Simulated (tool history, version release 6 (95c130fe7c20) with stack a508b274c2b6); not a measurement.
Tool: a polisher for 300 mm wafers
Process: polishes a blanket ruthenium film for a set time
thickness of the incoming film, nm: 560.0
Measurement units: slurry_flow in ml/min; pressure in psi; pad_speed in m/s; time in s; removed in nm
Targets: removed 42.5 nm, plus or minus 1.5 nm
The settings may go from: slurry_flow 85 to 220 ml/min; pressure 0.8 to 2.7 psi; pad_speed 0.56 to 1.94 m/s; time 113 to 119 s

run  hour  slurry_flow  pressure  pad_speed  time  removed
  1     0          140       1.7       1.24   113   111.42
  2   7.6          105       1.7       1.24   113   103.62
  3  11.6          125       1.7       1.24   113   107.24
  4  18.6          125       1.7       1.24   119   115.18
  5    26          125       1.7       1.48   119   135.89
  6  28.6          125       1.7       1.48   119   136.72
  7  30.9          120       1.4       1.24   118   92.927
  8  34.6          115       1.2        1.1   117   71.807
  9  37.6          110       1.1          1   117   59.156
 10  44.7          105         1       0.96   117   51.375
 11  47.4          100       0.9       0.96   117   45.684
 12  50.8           95       0.9       0.96   117   45.326
 13  52.2           90       0.8       0.96   117   40.353

Next run, 4 choices. One meets every target within its allowed miss, the rest don't. Which?
  A  53.6          100       0.9        0.9   115        ?
  B  53.6          100       0.8       0.86   117        ?
  C  53.6           85       0.8       0.94   114        ?
  D  53.6           85       1.1       0.72   113        ?

move  removed
   A   43.338
   B   38.084
   C    38.33
   D   39.025
A: every result within its allowed miss
B: moves away from the targets compared with the last run
C: moves away from the targets compared with the last run
D: moves away from the targets compared with the last run
The right move is A.
